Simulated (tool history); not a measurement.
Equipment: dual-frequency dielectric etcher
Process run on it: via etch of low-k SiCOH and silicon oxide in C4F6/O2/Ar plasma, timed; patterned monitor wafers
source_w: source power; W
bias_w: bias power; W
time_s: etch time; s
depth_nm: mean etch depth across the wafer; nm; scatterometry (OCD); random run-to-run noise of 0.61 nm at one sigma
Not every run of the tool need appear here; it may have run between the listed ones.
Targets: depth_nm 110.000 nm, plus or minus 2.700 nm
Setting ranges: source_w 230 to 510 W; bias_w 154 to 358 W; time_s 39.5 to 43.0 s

run,hour,source_w,bias_w,time_s,depth_nm
1,0.0,370,256,43.0,132.030
2,2.9,370,281,43.0,138.480
3,6.0,340,262,42.5,124.880
4,7.0,370,262,42.5,132.100
5,15.6,340,258,42.5,124.080
6,17.9,370,258,42.5,129.850
7,26.0,340,254,42.5,123.440
8,28.9,320,252,42.5,119.140
9,35.1,310,250,42.5,116.590
10,43.6,300,249,42.5,114.120
11,52.0,270,243,42.5,105.060

Which one of the following 4 next-run settings gets every result inside its allowed miss? There is exactly one.
A,60.4,260,281,43.0,?
B,60.4,240,288,43.0,?
C,60.4,250,277,40.0,?
D,60.4,270,240,42.5,?

move,depth_nm
A,107.770
B,102.110
C,96.722
D,103.270
A: hits every target within its allowed miss
B: the biggest miss grows against the last run
C: the biggest miss grows against the last run
D: the biggest miss grows against the last run
Move A is the one to make.
